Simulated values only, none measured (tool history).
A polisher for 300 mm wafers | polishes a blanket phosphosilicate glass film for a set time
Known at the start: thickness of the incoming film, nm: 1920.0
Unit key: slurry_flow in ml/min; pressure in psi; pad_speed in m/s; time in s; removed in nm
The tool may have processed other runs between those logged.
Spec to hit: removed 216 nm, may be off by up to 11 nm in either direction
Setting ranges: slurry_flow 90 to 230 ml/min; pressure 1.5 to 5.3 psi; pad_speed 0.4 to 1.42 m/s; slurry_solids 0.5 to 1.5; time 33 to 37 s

run,hour,slurry_flow,pressure,pad_speed,slurry_solids,time,removed
1,0,150,3.4,0.9,1,37,314.18
2,5.4,150,4.1,0.9,1,37,367.05
3,11.8,150,3.8,0.88,1,37,341.81
4,16.5,150,3.8,0.88,1.15,37,351.76
5,23.3,150,4.4,0.88,1.15,37,400.89
6,31.8,150,4.4,0.88,1,37,372.06
7,40.2,150,4.1,0.86,1,37,358.06
8,47.6,150,3.8,0.84,1,37,334.71
9,52.9,150,3.5,0.82,1,37,304.81
10,60.4,150,3.3,0.8,1,37,289.71
11,62,150,3.1,0.8,1,37,272.73
12,70.5,150,3,0.8,1,37,262.39
13,76.1,150,2.9,0.8,1,37,256.97
14,84.8,150,2.8,0.8,1,37,262.6
15,88.8,150,2.7,0.8,1,37,249.47

Which one of the following 4 next-run settings gets every result inside its allowed miss? There is exactly one.
A,92.8,150,2.4,0.76,0.95,33,?
B,92.8,145,3.1,0.88,1,36,?
C,92.8,160,2.2,0.7,1.1,37,?
D,92.8,135,2.9,0.78,1.2,33,?

move,removed
A,199.48
B,285.71
C,214.32
D,245.6
A: carries the result that was furthest off beyond its target, to the other side
B: misses by more than the last run did
C: hits every target within its allowed miss
D: better than the last run, though not everything is in spec
Go with C: it meets all targets.
